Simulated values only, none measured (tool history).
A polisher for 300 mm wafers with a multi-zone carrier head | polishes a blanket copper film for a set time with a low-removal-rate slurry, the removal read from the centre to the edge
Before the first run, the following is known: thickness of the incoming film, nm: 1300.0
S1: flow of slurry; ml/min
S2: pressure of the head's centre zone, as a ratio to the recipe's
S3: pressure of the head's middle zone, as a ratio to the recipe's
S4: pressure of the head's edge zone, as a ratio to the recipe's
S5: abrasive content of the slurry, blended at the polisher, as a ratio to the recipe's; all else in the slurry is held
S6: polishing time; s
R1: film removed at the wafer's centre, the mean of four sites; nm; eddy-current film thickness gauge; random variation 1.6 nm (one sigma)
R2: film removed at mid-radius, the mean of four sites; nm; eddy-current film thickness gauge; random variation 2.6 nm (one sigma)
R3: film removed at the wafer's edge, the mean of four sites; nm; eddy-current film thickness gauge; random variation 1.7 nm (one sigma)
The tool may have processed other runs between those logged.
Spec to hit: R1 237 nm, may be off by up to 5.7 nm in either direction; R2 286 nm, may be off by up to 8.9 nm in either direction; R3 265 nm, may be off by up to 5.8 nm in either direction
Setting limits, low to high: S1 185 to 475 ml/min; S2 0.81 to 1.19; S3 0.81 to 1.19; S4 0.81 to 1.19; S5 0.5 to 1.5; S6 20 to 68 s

run 1 hour=0 | S1=305 S2=1 S3=1 S4=1 S5=1 S6=44 | R1=215.67 R2=194.61 R3=194.78
run 2 hour=8.2 | S1=310 S2=0.98 S3=1.03 S4=1.03 S5=1.1 S6=45 | R1=220.92 R2=203.78 R3=206.48
run 3 hour=16.6 | S1=310 S2=0.98 S3=1.03 S4=1 S5=1.1 S6=45 | R1=218.8 R2=202.4 R3=203.27
run 4 hour=21.4 | S1=310 S2=0.95 S3=1.06 S4=0.99 S5=1.15 S6=47 | R1=225.21 R2=217.31 R3=214.14
run 5 hour=22.6 | S1=310 S2=0.95 S3=1.06 S4=0.91 S5=1.15 S6=47 | R1=224.71 R2=217.77 R3=205.4
run 6 hour=28.9 | S1=310 S2=0.95 S3=1.06 S4=0.91 S5=1.15 S6=39 | R1=185.02 R2=179.69 R3=170.25
run 7 hour=35.1 | S1=310 S2=0.92 S3=1.09 S4=0.93 S5=1.2 S6=42 | R1=194.96 R2=197.73 R3=186.2
run 8 hour=42.7 | S1=310 S2=0.9 S3=1.11 S4=0.95 S5=1.25 S6=44 | R1=203.38 R2=212.42 R3=200.38
run 9 hour=46.4 | S1=315 S2=0.88 S3=1.13 S4=0.96 S5=1.3 S6=46 | R1=208.15 R2=225.05 R3=210.33
run 10 hour=52 | S1=320 S2=0.87 S3=1.14 S4=0.97 S5=1.35 S6=47 | R1=214.61 R2=232.23 R3=217.8
-- hour=53 centre zone pressure recalibrated
run 11 hour=53 | S1=305 S2=0.86 S3=1.15 S4=0.98 S5=1.35 S6=49 | R1=195.09 R2=242.02 R3=229.43
run 12 hour=55.1 | S1=315 S2=0.86 S3=1.16 S4=0.98 S5=1.35 S6=50 | R1=201.77 R2=250.64 R3=230.78
run 13 hour=58.8 | S1=335 S2=0.86 S3=1.16 S4=1 S5=1.4 S6=51 | R1=206.6 R2=256.07 R3=241.01
run 14 hour=66.7 | S1=335 S2=0.86 S3=1.16 S4=1 S5=1.4 S6=51 | R1=208.36 R2=256.42 R3=240.42
run 15 hour=67.4 | S1=340 S2=0.88 S3=1.16 S4=1.01 S5=1.4 S6=52 | R1=219.02 R2=260.75 R3=249.53
run 16 hour=73.9 | S1=345 S2=0.88 S3=1.17 S4=1 S5=1.4 S6=53 | R1=220.3 R2=268.2 R3=255.12
run 17 hour=74.5 | S1=345 S2=0.88 S3=1.17 S4=0.99 S5=1.4 S6=53 | R1=219.93 R2=269.34 R3=249.83
run 18 hour=83 | S1=350 S2=0.89 S3=1.17 S4=0.99 S5=1.4 S6=53 | R1=223.03 R2=267.48 R3=255.29
run 19 hour=91.5 | S1=350 S2=0.89 S3=1.17 S4=0.97 S5=1.4 S6=53 | R1=224.97 R2=270.64 R3=251.45
run 20 hour=97.4 | S1=355 S2=0.89 S3=1.17 S4=0.97 S5=1.4 S6=53 | R1=228.27 R2=267.84 R3=247.23
run 21 hour=105.1 | S1=350 S2=0.9 S3=1.18 S4=0.97 S5=1.45 S6=54 | R1=232.24 R2=274.19 R3=257.27
run 22 hour=107.9 | S1=355 S2=0.9 S3=1.18 S4=0.97 S5=1.45 S6=54 | R1=236.95 R2=278.48 R3=257.57

Pick the move, out of 4, that brings all results within their allowed miss; only one does.
run A hour=110.7 | S1=300 S2=0.89 S3=1.19 S4=0.98 S5=1.1 S6=59 | R1=? R2=? R3=?
run B hour=110.7 | S1=395 S2=0.93 S3=1.11 S4=0.99 S5=1.35 S6=52 | R1=? R2=? R3=?
run C hour=110.7 | S1=300 S2=0.95 S3=1.13 S4=1.12 S5=1.35 S6=54 | R1=? R2=? R3=?
run D hour=110.7 | S1=430 S2=0.91 S3=1.19 S4=0.91 S5=1.5 S6=53 | R1=? R2=? R3=?

move=A R1=237.75 R2=287.65 R3=265.13
move=B R1=233.24 R2=260.2 R3=248.16
move=C R1=240.7 R2=265.69 R3=268.64
move=D R1=238.76 R2=281.58 R3=248.84
A: every result within its allowed miss
B: its largest miss is bigger than the last run's
C: the furthest-off result lands on target, but another misses its tolerance
D: its largest miss is bigger than the last run's
The right move is A.

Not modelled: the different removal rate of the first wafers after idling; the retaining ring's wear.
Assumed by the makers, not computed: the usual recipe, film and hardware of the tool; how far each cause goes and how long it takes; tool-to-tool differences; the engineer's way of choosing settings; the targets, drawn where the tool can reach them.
